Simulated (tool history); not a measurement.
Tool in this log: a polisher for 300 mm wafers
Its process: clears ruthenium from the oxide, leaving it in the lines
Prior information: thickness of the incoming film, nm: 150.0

run,day,flow of slurry (ml/min),pressure of the wafer on the pad (psi),speed of the pad under the wafer (m/s),overpolish time after the end point (s),time until the end point was called (s)
1,0,145,2.2,0.94,38,160.62
2,0.246,145,2,0.94,38,176.15
3,0.575,165,2,0.94,38,169.68
4,0.683,165,1.8,0.92,38,195.22
5,0.9,165,2.1,0.92,38,163.14
6,1.067,130,2.1,0.92,38,165.76
7,1.188,130,1.9,0.9,38,192.27
8,1.333,130,1.8,0.9,38,193.53
9,1.658,130,1.8,0.9,38,202.01
10,1.942,130,1.7,0.9,38,209.01
11,2.15,130,1.6,0.9,38,221.44
12,2.267,130,1.5,0.9,38,242.49
13,2.429,130,1.5,0.9,38,243.13
14,2.521,130,1.1,0.88,38,335.55
15,2.804,130,1.1,0.88,38,330.6
16,3.104,135,1.4,0.9,38,258.93

Run 17 is up next; what results do you expect?
17,3.354,135,1.3,0.9,38,?

{"run 17": {"time until the end point was called (s)": 271.71}}
